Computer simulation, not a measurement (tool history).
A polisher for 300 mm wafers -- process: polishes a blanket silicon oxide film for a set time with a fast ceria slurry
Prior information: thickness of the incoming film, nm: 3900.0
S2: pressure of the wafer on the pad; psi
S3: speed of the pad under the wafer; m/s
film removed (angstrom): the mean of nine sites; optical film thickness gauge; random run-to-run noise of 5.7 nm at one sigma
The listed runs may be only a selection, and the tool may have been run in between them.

Run 1, day 0: flow of slurry (ml/min) 125, S2 2.3 psi, S3 1.12 m/s, polishing time (s) 61. Result: film removed (angstrom) 9141.6.
Run 2, day 0.229: flow of slurry (ml/min) 125, S2 2.3 psi, S3 1.28 m/s, polishing time (s) 61. Result: film removed (angstrom) 10451.
Run 3, day 0.6: flow of slurry (ml/min) 125, S2 2.3 psi, S3 1.28 m/s, polishing time (s) 64. Result: film removed (angstrom) 10982.
Run 4, day 0.946: flow of slurry (ml/min) 105, S2 2.3 psi, S3 1.28 m/s, polishing time (s) 64. Result: film removed (angstrom) 10445.
Run 5, day 1.083: flow of slurry (ml/min) 100, S2 2 psi, S3 1.26 m/s, polishing time (s) 64. Result: film removed (angstrom) 8879.8.
Run 6, day 1.229: flow of slurry (ml/min) 95, S2 1.8 psi, S3 1.26 m/s, polishing time (s) 64. Result: film removed (angstrom) 7892.1.
Run 7, day 1.308: flow of slurry (ml/min) 90, S2 1.6 psi, S3 1.26 m/s, polishing time (s) 64. Result: film removed (angstrom) 7034.3.
Run 8, day 1.617: flow of slurry (ml/min) 90, S2 1.5 psi, S3 1.26 m/s, polishing time (s) 64. Result: film removed (angstrom) 6719.9.
Run 9, day 1.992: flow of slurry (ml/min) 90, S2 1.4 psi, S3 1.26 m/s, polishing time (s) 64. Result: film removed (angstrom) 6179.8.

Forecast run 10:
Run 10, day 2.233: flow of slurry (ml/min) 90, S2 1.3 psi, S3 1.26 m/s, polishing time (s) 64. Result: film removed (angstrom) ?.

film removed (angstrom): 5740.8
